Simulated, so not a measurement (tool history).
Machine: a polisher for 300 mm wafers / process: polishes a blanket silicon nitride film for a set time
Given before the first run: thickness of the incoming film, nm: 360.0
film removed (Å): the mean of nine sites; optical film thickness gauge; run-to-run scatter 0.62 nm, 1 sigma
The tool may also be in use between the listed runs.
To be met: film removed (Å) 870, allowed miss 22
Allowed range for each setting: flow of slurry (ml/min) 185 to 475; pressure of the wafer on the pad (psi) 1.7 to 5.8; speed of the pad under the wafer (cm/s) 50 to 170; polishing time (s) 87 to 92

run,hour,flow of slurry (ml/min),pressure of the wafer on the pad (psi),speed of the pad under the wafer (cm/s),polishing time (s),film removed (Å)
1,0,305,3.7,110,87,1683.5
2,0.6,305,3.4,108,87,1502
3,8.1,305,3.1,108,87,1372.8
4,10.9,305,2.9,108,87,1303.8
5,16.5,305,2.9,126,87,1472
6,18,305,2.9,148,87,1666.7
7,25.3,275,1.9,118,87,919.1
8,30.3,270,1.9,118,87,912.57
9,36,265,1.9,118,87,918.62
10,41,260,1.9,118,87,909.06
11,49.8,255,1.9,118,87,923.6
12,53.5,255,1.7,118,87,821.7
13,55.7,260,1.7,118,87,818.49
14,60.2,270,1.7,118,87,817.48
15,63.7,270,2,118,87,968.3
16,65.9,260,2,118,87,980.28
17,71.8,275,2,118,87,970.42
18,75.2,260,2,118,87,957.86
19,79.3,260,1.9,118,87,916.89

Below are 5 possible settings for the next run. Only one of them brings all results inside the allowed miss of their targets. Which is it?
A,83.4,185,1.8,142,87,?
B,83.4,250,1.9,114,92,?
C,83.4,220,2.2,112,87,?
D,83.4,250,2.1,110,89,?
E,83.4,255,2.1,98,87,?

move,film removed (Å)
A,985.01
B,946.56
C,1002.2
D,978.25
E,873.37
A: further off than the last run
B: further off than the last run
C: further off than the last run
D: further off than the last run
E: hits every target within its allowed miss
E meets every target.

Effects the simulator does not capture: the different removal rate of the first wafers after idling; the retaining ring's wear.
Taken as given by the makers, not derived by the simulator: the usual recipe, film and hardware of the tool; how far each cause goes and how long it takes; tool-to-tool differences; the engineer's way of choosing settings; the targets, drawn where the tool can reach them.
